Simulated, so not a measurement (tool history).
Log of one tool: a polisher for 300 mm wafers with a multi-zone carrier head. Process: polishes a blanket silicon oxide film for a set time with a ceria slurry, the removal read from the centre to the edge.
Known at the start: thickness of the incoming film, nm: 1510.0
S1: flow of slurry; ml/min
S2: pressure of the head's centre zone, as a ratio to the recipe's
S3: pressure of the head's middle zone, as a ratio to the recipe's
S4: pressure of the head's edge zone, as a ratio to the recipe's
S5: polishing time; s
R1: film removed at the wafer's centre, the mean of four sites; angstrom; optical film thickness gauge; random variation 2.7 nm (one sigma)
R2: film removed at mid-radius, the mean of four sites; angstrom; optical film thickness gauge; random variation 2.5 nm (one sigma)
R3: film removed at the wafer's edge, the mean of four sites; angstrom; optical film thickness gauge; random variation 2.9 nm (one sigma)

Run 1, hour 0: S1 175 ml/min, S2 1, S3 1, S4 1, S5 83 s. Result: R1 4467.8 angstrom, R2 4565.8 angstrom, R3 4304.2 angstrom.
Run 2, hour 9: S1 175 ml/min, S2 1, S3 0.96, S4 1, S5 83 s. Result: R1 4465.9 angstrom, R2 4452.7 angstrom, R3 4365.6 angstrom.
Run 3, hour 16.2: S1 175 ml/min, S2 1, S3 1.04, S4 1, S5 83 s. Result: R1 4458.9 angstrom, R2 4778.4 angstrom, R3 4252.2 angstrom.
Run 4, hour 25.1: S1 170 ml/min, S2 0.97, S3 1.04, S4 0.98, S5 79 s. Result: R1 4130 angstrom, R2 4536.6 angstrom, R3 4037.3 angstrom.
Run 5, hour 25.7: S1 165 ml/min, S2 0.95, S3 1.04, S4 0.96, S5 75 s. Result: R1 3785 angstrom, R2 4242.1 angstrom, R3 3843.4 angstrom.
Run 6, hour 32.1: S1 165 ml/min, S2 0.95, S3 1.04, S4 0.9, S5 75 s. Result: R1 3698.2 angstrom, R2 4258.2 angstrom, R3 3722.5 angstrom.
Run 7, hour 34.4: S1 165 ml/min, S2 0.95, S3 1.04, S4 0.9, S5 75 s. Result: R1 3695 angstrom, R2 4231.2 angstrom, R3 3748.9 angstrom.
At hour 40.9: edge zone pressure recalibrated.
Run 8, hour 40.9: S1 165 ml/min, S2 0.94, S3 1.05, S4 0.89, S5 72 s. Result: R1 3589.3 angstrom, R2 4124.9 angstrom, R3 3713.4 angstrom.

Forecast run 9:
Run 9, hour 44.8: S1 155 ml/min, S2 0.94, S3 1.07, S4 0.88, S5 69 s. Result: R1 ?, R2 ?, R3 ?.

R1: 3390.3 angstrom
R2: 3942.6 angstrom
R3: 3549.4 angstrom
